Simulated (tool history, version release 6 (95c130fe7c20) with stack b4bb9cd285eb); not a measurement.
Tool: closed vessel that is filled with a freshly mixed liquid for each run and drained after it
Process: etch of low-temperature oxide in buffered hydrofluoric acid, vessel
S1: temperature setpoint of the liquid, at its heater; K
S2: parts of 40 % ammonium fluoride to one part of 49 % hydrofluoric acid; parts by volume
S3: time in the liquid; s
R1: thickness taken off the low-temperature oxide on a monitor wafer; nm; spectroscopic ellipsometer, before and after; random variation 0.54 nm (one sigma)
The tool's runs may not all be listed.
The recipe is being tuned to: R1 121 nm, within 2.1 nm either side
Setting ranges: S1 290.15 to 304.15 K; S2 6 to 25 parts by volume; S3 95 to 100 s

run 1 hour=0 | S1=296.15 S2=15.5 S3=95 | R1=136.55
run 2 hour=1.8 | S1=295.65 S2=15.5 S3=95 | R1=133.17
run 3 hour=6.9 | S1=295.65 S2=15.5 S3=95 | R1=132.33
run 4 hour=11 | S1=295.65 S2=15.5 S3=100 | R1=138.81
run 5 hour=14.5 | S1=295.65 S2=13.5 S3=100 | R1=161.04
run 6 hour=18.3 | S1=295.65 S2=13.5 S3=95 | R1=152.29
run 7 hour=23.1 | S1=295.15 S2=13.5 S3=95 | R1=146.32
run 8 hour=29.1 | S1=294.65 S2=13.5 S3=95 | R1=143.38
run 9 hour=36.4 | S1=294.15 S2=13.5 S3=95 | R1=140.22
run 10 hour=41.7 | S1=293.65 S2=13.5 S3=95 | R1=136.46
run 11 hour=45.2 | S1=293.15 S2=13.5 S3=95 | R1=133.36
run 12 hour=47.2 | S1=292.65 S2=13.5 S3=95 | R1=129.47

Consider the 4 candidate settings below. Which is the only one whose results all fall within their allowed miss of target?
run A hour=49.2 | S1=290.15 S2=12.5 S3=95 | R1=?
run B hour=49.2 | S1=296.65 S2=16 S3=100 | R1=?
run C hour=49.2 | S1=291.15 S2=12.5 S3=100 | R1=?
run D hour=49.2 | S1=290.65 S2=11.5 S3=100 | R1=?

move=A R1=121.1
move=B R1=143.92
move=C R1=134.94
move=D R1=142.31
A: in spec on every target
B: further off than the last run
C: further off than the last run
D: further off than the last run
A meets every target.
